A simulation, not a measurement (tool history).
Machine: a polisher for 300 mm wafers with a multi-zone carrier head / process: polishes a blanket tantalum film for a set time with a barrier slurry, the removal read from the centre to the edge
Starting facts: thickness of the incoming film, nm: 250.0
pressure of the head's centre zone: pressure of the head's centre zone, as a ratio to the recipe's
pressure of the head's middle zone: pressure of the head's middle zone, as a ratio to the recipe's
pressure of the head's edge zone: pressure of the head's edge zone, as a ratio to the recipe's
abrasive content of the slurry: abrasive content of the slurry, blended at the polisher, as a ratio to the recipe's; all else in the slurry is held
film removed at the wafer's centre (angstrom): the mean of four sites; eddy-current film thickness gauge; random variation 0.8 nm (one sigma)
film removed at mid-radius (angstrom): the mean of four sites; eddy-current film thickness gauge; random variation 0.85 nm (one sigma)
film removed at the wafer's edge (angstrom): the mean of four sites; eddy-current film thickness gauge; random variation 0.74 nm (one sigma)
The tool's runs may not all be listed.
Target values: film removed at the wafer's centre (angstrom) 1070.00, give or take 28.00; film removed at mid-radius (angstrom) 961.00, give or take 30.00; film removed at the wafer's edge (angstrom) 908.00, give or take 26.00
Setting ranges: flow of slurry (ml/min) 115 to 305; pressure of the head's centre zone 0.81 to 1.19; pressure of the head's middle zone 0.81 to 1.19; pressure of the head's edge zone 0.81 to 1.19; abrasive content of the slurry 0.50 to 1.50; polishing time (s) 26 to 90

run,day,flow of slurry (ml/min),pressure of the head's centre zone,pressure of the head's middle zone,pressure of the head's edge zone,abrasive content of the slurry,polishing time (s),film removed at the wafer's centre (angstrom),film removed at mid-radius (angstrom),film removed at the wafer's edge (angstrom)
1,0.000,195,1.00,1.00,1.00,1.00,58,699.97,699.76,699.07
2,0.221,195,0.94,1.00,1.00,1.00,58,656.48,702.06,704.79
3,0.254,215,1.01,1.03,1.04,1.15,59,755.61,775.59,765.96
4,0.571,230,1.06,1.04,1.05,1.25,60,846.51,831.85,817.28
# day 0.912: slurry nozzle cleaned
5,0.912,245,1.10,1.05,1.06,1.30,60,937.32,882.37,853.46
6,1.238,260,1.12,1.06,1.07,1.30,60,957.96,907.44,861.55
7,1.342,270,1.14,1.06,1.08,1.30,60,973.98,888.18,876.47
8,1.546,275,1.15,1.07,1.08,1.30,60,992.54,917.24,866.09

Exactly one of the 4 candidate moves below puts every result within its allowed miss. Which one?
A,1.750,265,1.16,1.01,1.12,1.35,62,?,?,?
B,1.750,305,1.07,1.18,1.07,1.30,57,?,?,?
C,1.750,290,1.02,0.96,1.19,1.45,60,?,?,?
D,1.750,305,1.15,1.05,1.01,1.35,63,?,?,?

move,film removed at the wafer's centre (angstrom),film removed at mid-radius (angstrom),film removed at the wafer's edge (angstrom)
A,1038.00,901.00,931.94
B,886.26,951.15,838.14
C,906.20,857.88,950.99
D,1062.20,959.65,912.75
A: moves toward the targets from the last run without getting all of them in spec
B: lands further from the targets than the last run did
C: lands further from the targets than the last run did
D: every result within its allowed miss
Correct choice: D, which meets every target
